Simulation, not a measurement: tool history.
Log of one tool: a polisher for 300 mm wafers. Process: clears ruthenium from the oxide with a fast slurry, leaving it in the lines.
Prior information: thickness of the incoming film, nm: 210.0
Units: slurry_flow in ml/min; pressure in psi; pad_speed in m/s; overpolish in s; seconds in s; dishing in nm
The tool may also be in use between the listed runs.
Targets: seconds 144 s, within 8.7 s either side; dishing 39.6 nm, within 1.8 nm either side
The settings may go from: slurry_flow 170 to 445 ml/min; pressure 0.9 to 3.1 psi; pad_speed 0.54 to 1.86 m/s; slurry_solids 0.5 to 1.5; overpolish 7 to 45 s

run 1 hour=0 | slurry_flow=285 pressure=2 pad_speed=1.18 slurry_solids=1 overpolish=23 | seconds=61.764 dishing=61.579
run 2 hour=6.6 | slurry_flow=355 pressure=2 pad_speed=1.18 slurry_solids=1 overpolish=23 | seconds=60.175 dishing=61.64
run 3 hour=12.7 | slurry_flow=355 pressure=2 pad_speed=1.18 slurry_solids=1.15 overpolish=23 | seconds=56.712 dishing=63.894
run 4 hour=21 | slurry_flow=350 pressure=1.8 pad_speed=1.1 slurry_solids=1.1 overpolish=25 | seconds=70.585 dishing=59.339
run 5 hour=28.4 | slurry_flow=350 pressure=1.6 pad_speed=1.06 slurry_solids=1.1 overpolish=26 | seconds=81.65 dishing=53.944
run 6 hour=31 | slurry_flow=350 pressure=1.5 pad_speed=1.02 slurry_solids=1.1 overpolish=27 | seconds=90.952 dishing=50.451
run 7 hour=35.3 | slurry_flow=350 pressure=1.4 pad_speed=1 slurry_solids=1.1 overpolish=28 | seconds=95.164 dishing=48.263
run 8 hour=43.7 | slurry_flow=345 pressure=0.9 pad_speed=0.74 slurry_solids=1.05 overpolish=36 | seconds=198.77 dishing=32.027
run 9 hour=46.2 | slurry_flow=350 pressure=1 pad_speed=0.74 slurry_solids=1.05 overpolish=35 | seconds=180.83 dishing=34.308
run 10 hour=52.4 | slurry_flow=350 pressure=1 pad_speed=0.74 slurry_solids=1.05 overpolish=35 | seconds=178.93 dishing=34.207
run 11 hour=58.4 | slurry_flow=355 pressure=1.1 pad_speed=0.74 slurry_solids=1.05 overpolish=35 | seconds=163.21 dishing=38.33
run 12 hour=61.2 | slurry_flow=365 pressure=1.1 pad_speed=0.74 slurry_solids=1.05 overpolish=34 | seconds=164.13 dishing=35.668
run 13 hour=64.8 | slurry_flow=370 pressure=1.1 pad_speed=0.74 slurry_solids=1.05 overpolish=34 | seconds=167 dishing=36.729
run 14 hour=69 | slurry_flow=380 pressure=1.1 pad_speed=0.74 slurry_solids=1.05 overpolish=33 | seconds=166.52 dishing=35.479
run 15 hour=70.3 | slurry_flow=380 pressure=1.4 pad_speed=0.76 slurry_solids=1.05 overpolish=33 | seconds=128.57 dishing=45.584
run 16 hour=75.4 | slurry_flow=365 pressure=1.4 pad_speed=0.76 slurry_solids=1.05 overpolish=33 | seconds=129.19 dishing=43.935
run 17 hour=77.4 | slurry_flow=355 pressure=1.4 pad_speed=0.76 slurry_solids=1.05 overpolish=33 | seconds=125.87 dishing=45.407

Below are 5 possible settings for the next run. Only one of them brings all results inside the allowed miss of their targets. Which is it?
run A hour=79.4 | slurry_flow=365 pressure=1.4 pad_speed=0.66 slurry_solids=1.15 overpolish=41 | seconds=? dishing=?
run B hour=79.4 | slurry_flow=340 pressure=1.2 pad_speed=0.9 slurry_solids=1.05 overpolish=34 | seconds=? dishing=?
run C hour=79.4 | slurry_flow=370 pressure=1.3 pad_speed=0.84 slurry_solids=1.1 overpolish=30 | seconds=? dishing=?
run D hour=79.4 | slurry_flow=340 pressure=1.5 pad_speed=0.84 slurry_solids=0.95 overpolish=32 | seconds=? dishing=?
run E hour=79.4 | slurry_flow=400 pressure=1.4 pad_speed=0.7 slurry_solids=0.95 overpolish=32 | seconds=? dishing=?

move=A seconds=142.99 dishing=48.424
move=B seconds=128.64 dishing=45.072
move=C seconds=124.46 dishing=41.519
move=D seconds=114.93 dishing=47.19
move=E seconds=144.13 dishing=38.561
A: the biggest miss grows against the last run
B: closer than the last run, but not yet in spec
C: closer than the last run, but not yet in spec
D: the biggest miss grows against the last run
E: all results land within tolerance of their targets
Go with E: it meets all targets.

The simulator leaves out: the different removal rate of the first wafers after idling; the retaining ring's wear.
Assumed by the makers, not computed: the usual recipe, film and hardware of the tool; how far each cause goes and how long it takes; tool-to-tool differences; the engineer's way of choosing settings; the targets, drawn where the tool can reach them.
